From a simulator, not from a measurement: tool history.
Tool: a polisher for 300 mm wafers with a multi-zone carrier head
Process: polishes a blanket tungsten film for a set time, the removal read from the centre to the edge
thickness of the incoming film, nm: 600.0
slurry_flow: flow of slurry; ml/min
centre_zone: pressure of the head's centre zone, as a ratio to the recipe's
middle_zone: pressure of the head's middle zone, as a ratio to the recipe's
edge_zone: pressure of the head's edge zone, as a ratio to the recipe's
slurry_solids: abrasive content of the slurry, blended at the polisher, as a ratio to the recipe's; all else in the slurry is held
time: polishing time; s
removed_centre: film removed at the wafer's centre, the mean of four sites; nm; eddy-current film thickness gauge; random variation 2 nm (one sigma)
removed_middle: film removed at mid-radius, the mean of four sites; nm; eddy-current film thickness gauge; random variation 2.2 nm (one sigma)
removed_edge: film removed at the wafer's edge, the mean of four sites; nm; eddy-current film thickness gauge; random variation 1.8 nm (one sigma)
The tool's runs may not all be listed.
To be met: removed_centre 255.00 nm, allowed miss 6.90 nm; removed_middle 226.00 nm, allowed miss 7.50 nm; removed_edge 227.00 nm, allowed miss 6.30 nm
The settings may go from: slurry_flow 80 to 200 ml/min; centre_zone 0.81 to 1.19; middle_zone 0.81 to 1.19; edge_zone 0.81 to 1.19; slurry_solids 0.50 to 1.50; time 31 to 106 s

run,day,slurry_flow,centre_zone,middle_zone,edge_zone,slurry_solids,time,removed_centre,removed_middle,removed_edge
1,0.000,130,1.00,1.00,1.00,1.00,68,181.62,190.02,198.07
2,0.100,130,1.00,1.00,1.00,0.85,68,170.72,179.62,189.88
3,0.183,145,1.00,1.00,1.00,0.85,68,185.19,190.01,194.37
4,0.429,160,1.03,1.00,1.04,0.90,68,198.14,196.74,206.32
5,0.742,135,1.03,1.00,1.04,0.90,68,184.78,186.22,197.98
6,1.071,135,1.03,1.05,1.04,0.90,68,183.52,193.96,197.29
7,1.317,155,1.07,1.05,1.06,0.95,68,207.11,204.38,207.99
8,1.688,170,1.09,1.05,1.07,0.95,68,216.04,211.18,215.54
9,2.008,180,1.12,1.05,1.07,0.95,68,229.17,214.17,218.80

5 next moves are on the table. One of them brings every result within its allowed miss. Which?
A,2.329,185,1.09,1.06,1.10,1.00,64,?,?,?
B,2.329,200,1.19,1.08,1.13,0.95,68,?,?,?
C,2.329,185,1.11,1.12,1.00,0.85,70,?,?,?
D,2.329,165,0.97,1.08,1.09,0.85,73,?,?,?
E,2.329,185,1.00,1.04,1.16,0.50,77,?,?,?

move,removed_centre,removed_middle,removed_edge
A,216.83,208.54,212.93
B,254.12,226.50,229.32
C,230.91,228.48,212.14
D,202.11,223.39,225.70
E,195.78,202.18,215.57
A: further off than the last run
B: meets every target
C: nearer than the last run, and not there yet
D: further off than the last run
E: further off than the last run
The right move is B.
